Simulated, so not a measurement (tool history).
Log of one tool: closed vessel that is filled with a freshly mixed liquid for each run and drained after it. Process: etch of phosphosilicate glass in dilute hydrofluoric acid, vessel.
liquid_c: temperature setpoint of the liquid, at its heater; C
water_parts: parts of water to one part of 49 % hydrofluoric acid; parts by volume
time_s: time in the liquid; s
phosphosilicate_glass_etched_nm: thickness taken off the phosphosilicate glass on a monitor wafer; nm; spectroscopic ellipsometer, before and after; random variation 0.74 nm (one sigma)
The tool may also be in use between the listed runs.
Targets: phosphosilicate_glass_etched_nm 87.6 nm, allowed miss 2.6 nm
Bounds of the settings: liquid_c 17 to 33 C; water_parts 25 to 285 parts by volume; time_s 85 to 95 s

run    day  liquid_c  water_parts  time_s  phosphosilicate_glass_etched_nm
  1      0        25          155      85                           44.352
  2  0.088        25          155      85                           44.462
  3  0.292        26          150      85                           47.706
  4  0.625      22.5          150      85                           41.305
  5  0.729      22.5          130      85                           49.463
  6  0.988      23.5          125      85                           54.236
  7  1.154      24.5          125      85                           56.868
  8  1.292      25.5          125      85                           58.025
  9  1.625      26.5          125      85                           60.391
 10  1.658        27          125      85                           62.236
 11  1.958      27.5          125      85                           63.281
 12    2.3        28          125      85                           64.231
 13  2.617        32          100      85                           96.882

5 next moves are on the table. One of them brings every result within its allowed miss. Which?
  A  2.933      29.5          110      95                                ?
  B  2.933      32.5          105      85                                ?
  C  2.933        32          115      85                                ?
  D  2.933        30           85      90                                ?
  E  2.933        31          100      85                                ?

move  phosphosilicate_glass_etched_nm
   A                           87.715
   B                           92.502
   C                           81.731
   D                           113.52
   E                           92.587
A: meets every target
B: nearer than the last run, and not there yet
C: takes the result that was furthest off past its target
D: further off than the last run
E: nearer than the last run, and not there yet
Move A is the one to make.

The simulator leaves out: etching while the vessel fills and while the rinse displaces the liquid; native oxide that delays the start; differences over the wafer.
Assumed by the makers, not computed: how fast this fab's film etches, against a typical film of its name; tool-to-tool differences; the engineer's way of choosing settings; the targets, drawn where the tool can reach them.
